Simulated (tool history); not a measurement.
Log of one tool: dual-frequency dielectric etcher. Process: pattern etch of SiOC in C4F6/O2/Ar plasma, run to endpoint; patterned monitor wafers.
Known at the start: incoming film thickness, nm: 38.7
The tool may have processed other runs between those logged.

| run | hour | bias power (W) | source power (W) | endpoint time (s) |
|---|---|---|---|---|
| 1 | 0 | 459 | 250 | 14.923 |
| 2 | 7.9 | 406 | 250 | 15.583 |
| 3 | 9.5 | 344 | 250 | 16.727 |
| 4 | 12.3 | 300 | 250 | 17.363 |
| 5 | 17.2 | 380 | 260 | 15.895 |
| 6 | 19.5 | 380 | 230 | 16.8 |
| 7 | 24.1 | 449 | 240 | 15.486 |
| 8 | 32.8 | 498 | 250 | 14.667 |
| 9 | 38.4 | 533 | 260 | 14.085 |
| 10 | 45.3 | 556 | 260 | 13.914 |

Forecast run 11:
| 11 | 47.2 | 576 | 260 | ? |

endpoint time (s): 13.599
